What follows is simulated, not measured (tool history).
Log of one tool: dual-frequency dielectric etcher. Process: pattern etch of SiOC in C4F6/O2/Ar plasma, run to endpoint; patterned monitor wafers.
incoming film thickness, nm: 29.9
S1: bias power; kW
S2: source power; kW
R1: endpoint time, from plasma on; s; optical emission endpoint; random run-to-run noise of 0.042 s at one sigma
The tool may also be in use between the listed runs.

run	hour	S1	S2	R1
1	0	0.461	0.34	11.371
2	2.3	0.461	0.39	10.9
3	7.4	0.461	0.36	11.149
4	15.8	0.426	0.36	11.729
5	21	0.412	0.36	11.868
6	23.3	0.399	0.36	12.132
7	27.2	0.391	0.36	12.302

Estimate the outcome of run 8 from the log above:
# hour 36.1: source power generator calibrated
8	36.1	0.351	0.36	?

{"run 8": {"R1": 13.065}}
